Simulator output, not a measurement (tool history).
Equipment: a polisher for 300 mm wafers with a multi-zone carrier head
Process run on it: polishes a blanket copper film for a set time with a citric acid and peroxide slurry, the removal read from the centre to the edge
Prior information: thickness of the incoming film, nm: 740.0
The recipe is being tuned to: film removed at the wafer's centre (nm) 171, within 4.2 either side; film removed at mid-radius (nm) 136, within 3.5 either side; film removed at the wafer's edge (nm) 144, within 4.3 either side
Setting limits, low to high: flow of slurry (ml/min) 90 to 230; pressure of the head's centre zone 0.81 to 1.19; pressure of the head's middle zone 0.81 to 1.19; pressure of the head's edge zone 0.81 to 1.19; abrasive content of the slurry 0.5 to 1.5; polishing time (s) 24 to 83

| run | hour | flow of slurry (ml/min) | pressure of the head's centre zone | pressure of the head's middle zone | pressure of the head's edge zone | abrasive content of the slurry | polishing time (s) | film removed at the wafer's centre (nm) | film removed at mid-radius (nm) | film removed at the wafer's edge (nm) |
|---|---|---|---|---|---|---|---|---|---|---|
| 1 | 0 | 150 | 1 | 1 | 1 | 1 | 53 | 139.57 | 137.74 | 135.49 |
| 2 | 4.4 | 150 | 1.05 | 1 | 1 | 1 | 53 | 146.95 | 134.69 | 137.63 |
| 3 | 5.5 | 165 | 1.05 | 1 | 1 | 1 | 53 | 147.04 | 137.57 | 137.57 |
| 4 | 8.2 | 165 | 1.05 | 1 | 1 | 1 | 43 | 119.09 | 112.45 | 113.22 |
| 5 | 14.1 | 165 | 1.05 | 1 | 1 | 0.8 | 43 | 115.42 | 107.67 | 107.83 |
| 6 | 21.4 | 165 | 1.09 | 1 | 1 | 0.8 | 43 | 120.06 | 107.1 | 107.01 |
| 7 | 30 | 170 | 1.11 | 0.99 | 1 | 0.95 | 45 | 133.14 | 115.82 | 117.7 |
| 8 | 36.1 | 175 | 1.13 | 0.98 | 1 | 1.05 | 46 | 137.97 | 117.54 | 122.33 |
| 9 | 39.3 | 170 | 1.14 | 0.98 | 0.98 | 1.15 | 48 | 148.72 | 125.7 | 128.2 |
| 10 | 45.5 | 175 | 1.15 | 0.97 | 0.98 | 1.2 | 48 | 154.78 | 126.85 | 130.79 |
| 11 | 51.9 | 185 | 1.16 | 0.97 | 0.99 | 1.25 | 48 | 156.61 | 129.53 | 132.99 |
| 12 | 59.2 | 190 | 1.17 | 0.96 | 1 | 1.3 | 48 | 158.57 | 129.55 | 134.09 |
| 13 | 66.6 | 190 | 1.17 | 0.95 | 1 | 1.35 | 48 | 160.31 | 128.64 | 134.45 |
| 14 | 69 | 190 | 1.17 | 0.95 | 1 | 1.35 | 48 | 161.52 | 128.66 | 134.05 |
| 15 | 77.8 | 195 | 1.17 | 0.95 | 1.02 | 1.4 | 48 | 164 | 130 | 136.57 |
| 16 | 84.1 | 200 | 1.17 | 0.95 | 1.04 | 1.4 | 48 | 162.77 | 129.63 | 139.34 |
| 17 | 91.8 | 205 | 1.17 | 0.95 | 1.04 | 1.4 | 48 | 163.17 | 130.54 | 138.96 |

Next run, 5 choices. One meets every target within its allowed miss, the rest don't. Which?
| A | 99.5 | 205 | 1.14 | 1.04 | 0.95 | 1.35 | 49 | ? | ? | ? |
| B | 99.5 | 220 | 1.19 | 1.03 | 0.92 | 1.45 | 48 | ? | ? | ? |
| C | 99.5 | 200 | 1.18 | 0.96 | 1.04 | 1.3 | 50 | ? | ? | ? |
| D | 99.5 | 210 | 1.16 | 0.9 | 1.19 | 1.45 | 46 | ? | ? | ? |
| E | 99.5 | 205 | 1.19 | 0.92 | 1 | 1.5 | 46 | ? | ? | ? |

| move | film removed at the wafer's centre (nm) | film removed at mid-radius (nm) | film removed at the wafer's edge (nm) |
|---|---|---|---|
| A | 162.18 | 144.54 | 135.94 |
| B | 169.42 | 143.75 | 134.01 |
| C | 168.85 | 136.32 | 143.61 |
| D | 157.35 | 122.24 | 145.43 |
| E | 161.65 | 124.96 | 133.77 |
A: moves away from the targets compared with the last run
B: the furthest-off result lands on target, but another misses its tolerance
C: all results in spec
D: moves away from the targets compared with the last run
E: moves away from the targets compared with the last run
Move C is the one to make.
